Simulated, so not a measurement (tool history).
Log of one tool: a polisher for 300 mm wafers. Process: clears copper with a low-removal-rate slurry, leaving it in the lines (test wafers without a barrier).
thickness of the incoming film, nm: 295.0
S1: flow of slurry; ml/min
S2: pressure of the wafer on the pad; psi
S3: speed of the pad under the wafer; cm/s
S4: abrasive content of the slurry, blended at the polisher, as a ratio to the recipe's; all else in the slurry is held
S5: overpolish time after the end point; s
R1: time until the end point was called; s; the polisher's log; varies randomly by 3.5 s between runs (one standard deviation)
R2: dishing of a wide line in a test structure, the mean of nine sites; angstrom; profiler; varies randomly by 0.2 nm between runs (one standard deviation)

run	hour	S1	S2	S3	S4	S5	R1	R2
1	0	230	2.3	90	1	24	173.77	144.06
2	2.4	230	2.3	90	0.9	24	178.11	142.04
3	4.1	230	2.3	80	0.9	24	196.95	134.07
4	4.9	230	2.3	80	1.05	24	185.45	139.52
5	10.5	230	2.3	80	1.05	34	189.99	144.59
6	16.5	230	2.3	102	1.05	34	151.84	147.95
7	23.3	230	1.9	96	1.1	38	193.78	145.07

Run 8 is up next; what results do you expect?
8	30.9	230	1.6	94	1.1	40	?	?

R1: 231.2 s
R2: 143.38 angstrom
